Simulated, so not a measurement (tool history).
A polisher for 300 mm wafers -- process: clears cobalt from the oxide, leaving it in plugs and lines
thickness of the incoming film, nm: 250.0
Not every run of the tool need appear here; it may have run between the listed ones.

run,hour,flow of slurry (ml/min),pressure of the wafer on the pad (psi),speed of the pad under the wafer (cm/s),overpolish time after the end point (s),time until the end point was called (s),dishing of a wide line in a test structure (nm)
1,0.0,295,2.0,122,13,31.534,60.322
2,7.6,295,2.1,122,12,30.994,57.532
3,8.9,295,2.2,122,11,29.430,58.046
4,9.7,295,2.3,122,10,28.122,55.697
5,17.7,295,2.4,122,9,27.288,54.524
6,25.1,295,2.5,122,8,25.685,51.562
# hour 30.9: head pressure recalibrated
7,30.9,295,2.7,122,7,26.605,46.618
8,39.0,295,2.8,124,7,25.612,47.631

What will run 9 give?
9,40.8,295,2.8,126,7,?,?

time until the end point was called (s): 24.709
dishing of a wide line in a test structure (nm): 48.317
